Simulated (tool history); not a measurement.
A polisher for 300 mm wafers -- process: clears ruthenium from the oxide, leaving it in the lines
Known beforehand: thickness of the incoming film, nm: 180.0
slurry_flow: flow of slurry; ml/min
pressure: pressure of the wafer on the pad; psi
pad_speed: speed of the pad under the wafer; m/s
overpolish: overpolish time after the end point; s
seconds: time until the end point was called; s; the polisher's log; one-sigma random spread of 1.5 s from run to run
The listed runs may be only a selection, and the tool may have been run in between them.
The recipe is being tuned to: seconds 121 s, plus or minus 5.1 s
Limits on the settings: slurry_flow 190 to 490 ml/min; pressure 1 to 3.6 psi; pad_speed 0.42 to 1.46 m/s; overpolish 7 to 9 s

run 1 day=0 | slurry_flow=315 pressure=2.3 pad_speed=0.94 overpolish=9 | seconds=159.58
run 2 day=0.367 | slurry_flow=315 pressure=2.3 pad_speed=0.94 overpolish=9 | seconds=158.52
run 3 day=0.471 | slurry_flow=315 pressure=2.3 pad_speed=0.94 overpolish=7 | seconds=158.51
run 4 day=0.579 | slurry_flow=345 pressure=2.3 pad_speed=0.94 overpolish=7 | seconds=153.91
run 5 day=0.721 | slurry_flow=365 pressure=2.4 pad_speed=0.94 overpolish=7 | seconds=150.77
run 6 day=1.075 | slurry_flow=365 pressure=2.4 pad_speed=0.94 overpolish=7 | seconds=148.85
run 7 day=1.258 | slurry_flow=365 pressure=2.6 pad_speed=0.94 overpolish=7 | seconds=135.11
run 8 day=1.312 | slurry_flow=365 pressure=2.7 pad_speed=0.94 overpolish=7 | seconds=129.78
run 9 day=1.346 | slurry_flow=365 pressure=2.8 pad_speed=0.94 overpolish=7 | seconds=128.07
run 10 day=1.488 | slurry_flow=370 pressure=2.8 pad_speed=0.94 overpolish=7 | seconds=130.71

Exercise: of the 4 proposed moves below, exactly one satisfies all targets within the stated allowed misses. Which move is it?
run A day=1.629 | slurry_flow=355 pressure=2.3 pad_speed=1.22 overpolish=9 | seconds=?
run B day=1.629 | slurry_flow=395 pressure=2.6 pad_speed=0.96 overpolish=7 | seconds=?
run C day=1.629 | slurry_flow=390 pressure=2.6 pad_speed=1.16 overpolish=7 | seconds=?
run D day=1.629 | slurry_flow=385 pressure=2.9 pad_speed=0.88 overpolish=7 | seconds=?

move=A seconds=123.68
move=B seconds=137.51
move=C seconds=114.49
move=D seconds=134.76
A: all results in spec
B: misses by more than the last run did
C: the result that was furthest off in the last run now lies on the other side of its target
D: misses by more than the last run did
Correct choice: A, which meets every target

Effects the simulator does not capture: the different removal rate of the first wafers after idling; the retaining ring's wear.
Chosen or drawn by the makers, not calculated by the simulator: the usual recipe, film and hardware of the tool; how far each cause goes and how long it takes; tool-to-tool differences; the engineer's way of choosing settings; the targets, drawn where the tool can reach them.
